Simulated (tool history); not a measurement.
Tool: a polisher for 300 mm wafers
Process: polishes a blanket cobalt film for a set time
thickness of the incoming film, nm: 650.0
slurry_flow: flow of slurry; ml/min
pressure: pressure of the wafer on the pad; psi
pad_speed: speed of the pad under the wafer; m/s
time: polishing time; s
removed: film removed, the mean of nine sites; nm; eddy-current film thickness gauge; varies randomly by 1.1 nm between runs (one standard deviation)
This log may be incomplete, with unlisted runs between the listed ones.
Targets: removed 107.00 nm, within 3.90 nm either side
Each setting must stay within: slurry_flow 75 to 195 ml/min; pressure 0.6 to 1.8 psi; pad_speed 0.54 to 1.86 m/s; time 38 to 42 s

| run | hour | slurry_flow | pressure | pad_speed | time | removed |
|---|---|---|---|---|---|---|
| 1 | 0.0 | 125 | 1.2 | 1.18 | 42 | 180.87 |
| 2 | 8.6 | 125 | 1.2 | 1.32 | 42 | 204.50 |
| 3 | 13.2 | 120 | 1.1 | 1.30 | 42 | 182.09 |
| 4 | 18.4 | 130 | 1.1 | 1.30 | 42 | 182.45 |
| 5 | 22.3 | 130 | 1.0 | 1.28 | 42 | 165.37 |
| 6 | 26.9 | 130 | 0.9 | 1.26 | 42 | 147.89 |
| 7 | 30.6 | 130 | 0.8 | 1.26 | 42 | 128.83 |
| 8 | 33.0 | 125 | 0.8 | 1.26 | 42 | 131.55 |
| 9 | 41.0 | 120 | 0.7 | 1.26 | 42 | 112.98 |
| 10 | 43.3 | 120 | 0.7 | 1.26 | 42 | 114.94 |
| 11 | 47.3 | 115 | 0.7 | 1.26 | 42 | 112.55 |
| 12 | 48.9 | 110 | 0.7 | 1.26 | 42 | 113.53 |
| 13 | 53.9 | 105 | 0.7 | 1.26 | 42 | 112.12 |

Exercise: of the 5 proposed moves below, exactly one satisfies all targets within the stated allowed misses. Which move is it?
| A | 58.9 | 85 | 1.1 | 0.98 | 38 | ? |
| B | 58.9 | 110 | 0.7 | 1.22 | 41 | ? |
| C | 58.9 | 110 | 0.8 | 1.26 | 39 | ? |
| D | 58.9 | 75 | 0.8 | 1.26 | 41 | ? |
| E | 58.9 | 105 | 0.8 | 1.30 | 38 | ? |

| move | removed |
|---|---|
| A | 116.04 |
| B | 105.69 |
| C | 117.81 |
| D | 114.32 |
| E | 117.29 |
A: moves away from the targets compared with the last run
B: every result lands within tolerance
C: moves away from the targets compared with the last run
D: moves away from the targets compared with the last run
E: moves away from the targets compared with the last run
Correct choice: B, which meets every target
